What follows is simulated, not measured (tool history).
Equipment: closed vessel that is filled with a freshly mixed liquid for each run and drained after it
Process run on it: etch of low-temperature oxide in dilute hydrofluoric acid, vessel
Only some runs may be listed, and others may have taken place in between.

run,hour,temperature setpoint of the liquid (K),parts of water to one part of 49 % hydrofluoric acid (parts by volume),time in the liquid (s),thickness taken off the low-temperature oxide on a monitor wafer (angstrom)
1,0,294.15,290,130,123.99
2,5.1,293.65,300,130,115.66
3,12.2,291.65,300,130,109.13
4,17.8,291.65,305,130,107.65
5,26.1,295.15,305,130,120.46
6,29.3,297.65,305,130,131.74
7,33.1,297.15,310,130,126.1

Run 8 has not been measured yet. What should we expect?
8,41.9,293.15,385,130,?

thickness taken off the low-temperature oxide on a monitor wafer (angstrom): 82.023

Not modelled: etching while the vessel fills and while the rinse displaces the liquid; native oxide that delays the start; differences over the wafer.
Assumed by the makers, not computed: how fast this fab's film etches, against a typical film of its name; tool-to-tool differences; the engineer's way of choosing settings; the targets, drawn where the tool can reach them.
